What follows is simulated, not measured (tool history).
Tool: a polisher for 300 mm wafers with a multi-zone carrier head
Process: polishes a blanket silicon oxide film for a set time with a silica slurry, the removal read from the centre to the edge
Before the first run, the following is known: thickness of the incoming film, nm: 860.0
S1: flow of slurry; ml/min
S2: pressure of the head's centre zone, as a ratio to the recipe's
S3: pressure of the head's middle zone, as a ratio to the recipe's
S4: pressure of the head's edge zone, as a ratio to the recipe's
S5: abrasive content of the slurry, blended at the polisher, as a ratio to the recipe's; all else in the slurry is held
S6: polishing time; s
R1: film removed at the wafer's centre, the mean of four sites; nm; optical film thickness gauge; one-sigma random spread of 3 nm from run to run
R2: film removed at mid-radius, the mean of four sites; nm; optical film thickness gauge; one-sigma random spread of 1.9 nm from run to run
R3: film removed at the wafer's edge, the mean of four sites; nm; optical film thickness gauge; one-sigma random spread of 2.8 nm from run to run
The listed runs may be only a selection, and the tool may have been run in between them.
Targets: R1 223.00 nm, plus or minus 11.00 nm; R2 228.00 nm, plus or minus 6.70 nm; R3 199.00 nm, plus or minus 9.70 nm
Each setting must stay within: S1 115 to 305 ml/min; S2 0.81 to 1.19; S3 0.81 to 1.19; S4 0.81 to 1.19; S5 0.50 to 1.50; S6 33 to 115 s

| run | day | S1 | S2 | S3 | S4 | S5 | S6 | R1 | R2 | R3 |
|---|---|---|---|---|---|---|---|---|---|---|
| 1 | 0.000 | 195 | 1.00 | 1.00 | 1.00 | 1.00 | 73 | 306.25 | 293.68 | 308.09 |
| 2 | 0.279 | 195 | 1.00 | 1.00 | 1.07 | 1.00 | 73 | 300.26 | 299.51 | 322.38 |
| 3 | 0.362 | 195 | 1.00 | 1.00 | 1.00 | 1.00 | 73 | 297.61 | 297.21 | 305.22 |
| 4 | 0.571 | 195 | 1.00 | 1.00 | 1.00 | 1.00 | 90 | 368.91 | 367.34 | 384.92 |
| 5 | 0.788 | 200 | 1.00 | 1.03 | 0.94 | 0.85 | 82 | 322.73 | 325.99 | 317.67 |
|  | 0.929 | slurry nozzle cleaned |
| 6 | 0.929 | 200 | 1.00 | 1.03 | 0.94 | 0.70 | 82 | 312.64 | 324.51 | 311.92 |
| 7 | 1.017 | 200 | 1.01 | 1.04 | 0.90 | 0.65 | 74 | 285.86 | 286.51 | 279.28 |
| 8 | 1.104 | 215 | 1.02 | 1.09 | 0.87 | 0.60 | 65 | 248.69 | 253.97 | 231.68 |
| 9 | 1.462 | 220 | 1.03 | 1.10 | 0.86 | 0.55 | 62 | 232.68 | 241.61 | 215.27 |
| 10 | 1.554 | 220 | 1.04 | 1.10 | 0.85 | 0.55 | 61 | 236.89 | 238.64 | 204.10 |
| 11 | 1.792 | 215 | 1.03 | 1.10 | 0.84 | 0.55 | 61 | 228.70 | 238.12 | 215.48 |
| 12 | 1.933 | 220 | 1.04 | 1.10 | 0.84 | 0.55 | 60 | 229.06 | 236.55 | 207.15 |

Pick the move, out of 4, that brings all results within their allowed miss; only one does.
| A | 2.075 | 260 | 1.06 | 1.09 | 0.95 | 0.60 | 59 | ? | ? | ? |
| B | 2.075 | 235 | 1.19 | 1.04 | 0.90 | 0.50 | 57 | ? | ? | ? |
| C | 2.075 | 200 | 1.07 | 1.13 | 0.90 | 0.50 | 59 | ? | ? | ? |
| D | 2.075 | 230 | 1.12 | 1.06 | 0.81 | 0.55 | 59 | ? | ? | ? |

| move | R1 | R2 | R3 |
|---|---|---|---|
| A | 243.90 | 240.33 | 225.64 |
| B | 248.38 | 209.74 | 200.42 |
| C | 226.25 | 228.24 | 204.23 |
| D | 247.74 | 226.02 | 202.79 |
A: moves away from the targets compared with the last run
B: pushes the last run's worst result past its target
C: every result within its allowed miss
D: meets the target for the result that was furthest off, but another lies outside its allowed miss
The right move is C.
